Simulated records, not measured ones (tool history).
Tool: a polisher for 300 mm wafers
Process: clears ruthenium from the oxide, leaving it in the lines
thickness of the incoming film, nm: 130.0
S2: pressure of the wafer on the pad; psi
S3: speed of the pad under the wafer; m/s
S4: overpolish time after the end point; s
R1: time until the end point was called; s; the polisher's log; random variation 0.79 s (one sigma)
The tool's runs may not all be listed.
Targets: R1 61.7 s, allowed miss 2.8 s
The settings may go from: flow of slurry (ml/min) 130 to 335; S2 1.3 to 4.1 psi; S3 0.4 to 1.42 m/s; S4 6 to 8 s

Run 1, day 0: flow of slurry (ml/min) 215, S2 2.7 psi, S3 0.9 m/s, S4 8 s. Result: R1 87.1 s.
Run 2, day 0.196: flow of slurry (ml/min) 215, S2 2.1 psi, S3 0.9 m/s, S4 8 s. Result: R1 109.2 s.
Run 3, day 0.312: flow of slurry (ml/min) 215, S2 2.5 psi, S3 0.92 m/s, S4 8 s. Result: R1 90.834 s.
Run 4, day 0.375: flow of slurry (ml/min) 215, S2 2.8 psi, S3 0.92 m/s, S4 8 s. Result: R1 81.248 s.
Run 5, day 0.454: flow of slurry (ml/min) 215, S2 2.8 psi, S3 0.7 m/s, S4 8 s. Result: R1 105.79 s.
Run 6, day 0.788: flow of slurry (ml/min) 215, S2 3.2 psi, S3 0.72 m/s, S4 8 s. Result: R1 91.279 s.
Run 7, day 1.088: flow of slurry (ml/min) 215, S2 3.5 psi, S3 0.74 m/s, S4 8 s. Result: R1 78.141 s.
Run 8, day 1.183: flow of slurry (ml/min) 215, S2 3.5 psi, S3 0.74 m/s, S4 8 s. Result: R1 78.023 s.
Run 9, day 1.525: flow of slurry (ml/min) 215, S2 3.5 psi, S3 0.74 m/s, S4 8 s. Result: R1 79.882 s.
Run 10, day 1.75: flow of slurry (ml/min) 215, S2 3.7 psi, S3 0.76 m/s, S4 8 s. Result: R1 75.062 s.
Run 11, day 1.779: flow of slurry (ml/min) 215, S2 3.8 psi, S3 0.78 m/s, S4 8 s. Result: R1 70.697 s.
Run 12, day 1.908: flow of slurry (ml/min) 215, S2 3.9 psi, S3 0.8 m/s, S4 8 s. Result: R1 66.148 s.
Run 13, day 2.279: flow of slurry (ml/min) 215, S2 4 psi, S3 0.8 m/s, S4 8 s. Result: R1 66.7 s.

5 next moves are on the table. One of them brings every result within its allowed miss. Which?
Run A, day 2.65: flow of slurry (ml/min) 185, S2 3.3 psi, S3 0.92 m/s, S4 8 s. Result: R1 ?.
Run B, day 2.65: flow of slurry (ml/min) 195, S2 4.1 psi, S3 0.84 m/s, S4 8 s. Result: R1 ?.
Run C, day 2.65: flow of slurry (ml/min) 210, S2 3.8 psi, S3 1.02 m/s, S4 6 s. Result: R1 ?.
Run D, day 2.65: flow of slurry (ml/min) 145, S2 3.6 psi, S3 1.2 m/s, S4 8 s. Result: R1 ?.
Run E, day 2.65: flow of slurry (ml/min) 225, S2 3.7 psi, S3 0.72 m/s, S4 8 s. Result: R1 ?.

move      R1
   A  71.493
   B  62.317
   C  55.585
   D  53.722
   E  77.634
A: further off than the last run
B: meets every target
C: takes the result that was furthest off past its target
D: takes the result that was furthest off past its target
E: further off than the last run
Move B is the one to make.
